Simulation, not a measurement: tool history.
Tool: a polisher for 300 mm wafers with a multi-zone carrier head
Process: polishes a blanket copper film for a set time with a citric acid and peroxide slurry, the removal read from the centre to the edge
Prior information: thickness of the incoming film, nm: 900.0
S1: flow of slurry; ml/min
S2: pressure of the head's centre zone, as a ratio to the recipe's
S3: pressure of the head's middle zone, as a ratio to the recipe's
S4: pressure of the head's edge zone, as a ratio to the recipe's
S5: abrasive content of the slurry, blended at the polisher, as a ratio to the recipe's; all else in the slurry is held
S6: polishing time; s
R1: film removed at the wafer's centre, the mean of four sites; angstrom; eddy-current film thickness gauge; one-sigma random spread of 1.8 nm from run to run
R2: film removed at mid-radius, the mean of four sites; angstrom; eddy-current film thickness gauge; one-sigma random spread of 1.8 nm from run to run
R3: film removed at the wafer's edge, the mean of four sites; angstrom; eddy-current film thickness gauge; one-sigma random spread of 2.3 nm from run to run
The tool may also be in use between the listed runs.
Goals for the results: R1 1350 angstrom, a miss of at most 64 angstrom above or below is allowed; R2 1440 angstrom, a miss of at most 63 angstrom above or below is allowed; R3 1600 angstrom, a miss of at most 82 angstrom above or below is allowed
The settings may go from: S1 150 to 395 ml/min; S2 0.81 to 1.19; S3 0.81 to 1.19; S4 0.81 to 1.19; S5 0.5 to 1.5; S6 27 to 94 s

run	hour	S1	S2	S3	S4	S5	S6	R1	R2	R3
1	0	250	1	1	1	1	60	1193.1	1196.2	1147.2
2	7.9	210	1	1	1	1	60	1150	1178.4	1196.1
3	16.5	200	1	1	1.01	1.05	61	1183.9	1180.6	1208.2
4	21.9	200	1	1	1.01	0.85	61	1127.2	1100.1	1112.5
5	22.9	200	0.95	1	1.01	0.85	61	1066.6	1130.6	1108.9
6	27	195	0.96	1	1.02	0.95	62	1079.8	1143.9	1185.5
7	34.5	200	0.97	1.01	1.03	1	62	1139.2	1166.9	1199
8	37.9	195	0.97	1.01	1.03	1.05	63	1178.4	1227.8	1254.7
9	45.4	190	0.97	1.01	1.03	1.1	64	1192.7	1238.9	1277.6
10	52.6	185	0.97	1.01	1.04	1.15	65	1232.4	1280.1	1334.8
11	54.1	180	0.97	1.01	1.05	1.2	65	1248.7	1290.3	1363.9
12	59.2	175	0.97	1.01	1.06	1.25	65	1244.8	1302.4	1370.3
13	65.8	170	0.97	1.01	1.07	1.3	66	1255.5	1306.6	1409.8

Below are 5 possible settings for the next run. Only one of them brings all results inside the allowed miss of their targets. Which is it?
A	72.4	150	1.05	0.9	1.1	1.15	64	?	?	?
B	72.4	150	0.81	1.01	1.12	1.4	75	?	?	?
C	72.4	220	1.19	1.01	1	1.3	54	?	?	?
D	72.4	195	0.92	0.97	1.11	1.5	70	?	?	?
E	72.4	150	0.81	0.88	1.19	1.45	80	?	?	?

move	R1	R2	R3
A	1224.7	1134.7	1272
B	1169.9	1505.1	1584.1
C	1313.7	1141.3	1115.4
D	1340.3	1472.1	1559.6
E	1258.7	1490.9	1762.1
A: the biggest miss grows against the last run
B: gets the furthest-off result to its target, but another result is out of tolerance
C: the biggest miss grows against the last run
D: hits every target within its allowed miss
E: the result that was furthest off in the last run now lies on the other side of its target
The move that meets every target is D.

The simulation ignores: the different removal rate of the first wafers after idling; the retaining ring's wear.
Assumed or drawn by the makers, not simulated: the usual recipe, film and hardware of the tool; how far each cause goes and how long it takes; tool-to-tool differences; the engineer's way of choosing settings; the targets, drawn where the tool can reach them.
